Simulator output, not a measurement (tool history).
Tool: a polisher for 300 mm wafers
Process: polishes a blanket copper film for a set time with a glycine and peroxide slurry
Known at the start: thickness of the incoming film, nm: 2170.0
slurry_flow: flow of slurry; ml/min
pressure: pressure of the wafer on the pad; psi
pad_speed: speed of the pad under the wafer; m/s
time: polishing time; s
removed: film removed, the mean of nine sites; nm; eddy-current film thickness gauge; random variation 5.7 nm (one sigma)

| run | hour | slurry_flow | pressure | pad_speed | time | removed |
|---|---|---|---|---|---|---|
| 1 | 0 | 230 | 2.7 | 1.3 | 93 | 624.15 |
| 2 | 8.4 | 285 | 2.7 | 1.3 | 93 | 659.04 |
| 3 | 12.9 | 285 | 2.7 | 1.3 | 93 | 653.17 |
| 4 | 15.9 | 285 | 2.6 | 1.3 | 93 | 637.98 |
| 5 | 19.5 | 280 | 2.5 | 1.3 | 93 | 615.72 |
| 6 | 22.2 | 275 | 2.4 | 1.3 | 93 | 585.48 |
| 7 | 25.7 | 270 | 2.3 | 1.3 | 93 | 573.51 |

Run 8 comes next. What will it give?
| 8 | 28.8 | 270 | 1.6 | 1.24 | 93 | ? |

removed: 418.36 nm
